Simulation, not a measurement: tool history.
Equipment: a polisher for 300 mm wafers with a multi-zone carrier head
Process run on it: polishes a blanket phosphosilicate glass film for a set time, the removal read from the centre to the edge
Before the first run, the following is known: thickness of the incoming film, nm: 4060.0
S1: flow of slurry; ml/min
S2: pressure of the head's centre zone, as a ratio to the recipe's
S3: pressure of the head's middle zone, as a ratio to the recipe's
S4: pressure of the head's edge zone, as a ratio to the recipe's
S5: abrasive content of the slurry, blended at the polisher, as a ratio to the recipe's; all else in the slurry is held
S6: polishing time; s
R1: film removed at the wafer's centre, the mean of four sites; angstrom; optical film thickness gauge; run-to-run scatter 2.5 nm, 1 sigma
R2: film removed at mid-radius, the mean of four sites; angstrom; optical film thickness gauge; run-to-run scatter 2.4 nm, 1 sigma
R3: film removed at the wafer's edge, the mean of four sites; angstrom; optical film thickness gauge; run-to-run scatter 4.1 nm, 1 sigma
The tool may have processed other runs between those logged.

run  hour   S1    S2    S3    S4    S5  S6      R1      R2      R3
  1   0.0  280  1.00  1.00  1.00  1.00  47  4795.5  5236.9  5136.5
  2   8.1  280  0.99  0.99  0.97  0.90  44  4355.0  4692.8  4657.6
  3  10.8  280  0.99  0.99  0.97  1.05  44  4527.1  4916.7  4892.6
  4  12.0  280  0.99  0.99  0.97  1.25  44  4765.6  5223.7  5322.0
  5  19.5  280  0.99  0.99  0.97  1.05  44  4542.6  4943.1  5022.0
  6  24.3  275  0.99  1.00  0.97  0.95  40  3958.0  4338.5  4176.6
  7  26.5  265  0.98  0.99  0.97  0.85  39  3709.9  4021.3  3999.0
  8  30.7  265  0.97  0.99  0.96  0.80  37  3353.0  3753.1  3676.6
     31.5  -- centre zone pressure recalibrated
  9  31.5  265  0.97  0.98  0.95  0.75  36  3489.8  3488.1  3525.3

Expected results for the next run?
 10  35.4  230  0.87  1.06  0.93  0.50  31   ?   ?   ?

{"run 10": {"R1": 2252.5, "R2": 2729.8, "R3": 2480.3}}
